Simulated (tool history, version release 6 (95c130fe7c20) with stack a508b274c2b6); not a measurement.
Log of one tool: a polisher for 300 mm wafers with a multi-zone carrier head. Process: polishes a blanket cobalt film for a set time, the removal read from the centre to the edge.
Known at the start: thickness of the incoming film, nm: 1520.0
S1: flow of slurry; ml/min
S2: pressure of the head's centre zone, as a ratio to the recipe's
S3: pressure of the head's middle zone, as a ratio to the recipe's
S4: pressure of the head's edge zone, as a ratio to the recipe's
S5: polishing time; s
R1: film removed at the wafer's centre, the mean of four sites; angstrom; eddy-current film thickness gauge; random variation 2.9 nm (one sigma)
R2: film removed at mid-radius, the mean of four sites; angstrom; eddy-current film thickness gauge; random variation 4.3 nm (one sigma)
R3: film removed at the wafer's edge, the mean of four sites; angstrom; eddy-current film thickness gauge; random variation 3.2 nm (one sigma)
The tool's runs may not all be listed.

run 1 hour=0.0 | S1=290 S2=1.00 S3=1.00 S4=1.00 S5=85 | R1=3922.2 R2=4035.1 R3=4060.1
run 2 hour=2.5 | S1=290 S2=1.00 S3=1.05 S4=1.00 S5=85 | R1=3927.8 R2=4272.3 R3=4012.6
run 3 hour=3.2 | S1=285 S2=1.00 S3=1.05 S4=0.98 S5=85 | R1=3898.7 R2=4199.5 R3=4083.9
run 4 hour=5.2 | S1=285 S2=1.00 S3=1.05 S4=0.98 S5=94 | R1=4342.5 R2=4649.0 R3=4529.0
run 5 hour=14.1 | S1=295 S2=1.00 S3=1.06 S4=0.98 S5=91 | R1=4249.9 R2=4579.0 R3=4311.4
run 6 hour=16.5 | S1=295 S2=1.00 S3=1.06 S4=0.98 S5=72 | R1=3363.2 R2=3620.6 R3=3390.2
run 7 hour=25.5 | S1=295 S2=1.01 S3=1.07 S4=0.99 S5=73 | R1=3345.3 R2=3682.2 R3=3426.5

Forecast run 8:
run 8 hour=28.5 | S1=350 S2=1.09 S3=1.13 S4=1.02 S5=78 | R1=? R2=? R3=?

Run 8 gave R1 4018.2 angstrom, R2 4168.0 angstrom, R3 3810.8 angstrom.

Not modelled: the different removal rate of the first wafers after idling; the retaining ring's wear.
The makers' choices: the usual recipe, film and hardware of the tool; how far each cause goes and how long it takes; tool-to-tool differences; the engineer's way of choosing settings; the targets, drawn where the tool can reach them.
